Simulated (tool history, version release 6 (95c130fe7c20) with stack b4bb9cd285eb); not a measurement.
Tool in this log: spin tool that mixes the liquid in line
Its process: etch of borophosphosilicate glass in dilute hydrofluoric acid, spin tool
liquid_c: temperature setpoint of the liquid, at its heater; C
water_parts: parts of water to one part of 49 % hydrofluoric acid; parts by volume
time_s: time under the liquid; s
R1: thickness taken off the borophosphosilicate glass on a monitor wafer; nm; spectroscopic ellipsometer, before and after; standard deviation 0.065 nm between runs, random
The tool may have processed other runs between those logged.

run 1 day=0 | liquid_c=21 water_parts=295 time_s=60 | R1=9.6599
run 2 day=0.304 | liquid_c=21 water_parts=355 time_s=60 | R1=7.5819
run 3 day=0.425 | liquid_c=21 water_parts=300 time_s=60 | R1=9.4118
run 4 day=0.717 | liquid_c=21 water_parts=300 time_s=60 | R1=9.4624
-- day=1.025 thermometer replaced
run 5 day=1.025 | liquid_c=22.5 water_parts=280 time_s=60 | R1=10.052
run 6 day=1.317 | liquid_c=22.5 water_parts=175 time_s=60 | R1=17.919
run 7 day=1.542 | liquid_c=23.5 water_parts=175 time_s=60 | R1=18.633

Estimate the outcome of run 8 from the log above:
run 8 day=1.729 | liquid_c=24 water_parts=175 time_s=60 | R1=?

{"run 8": {"R1": 19.041}}
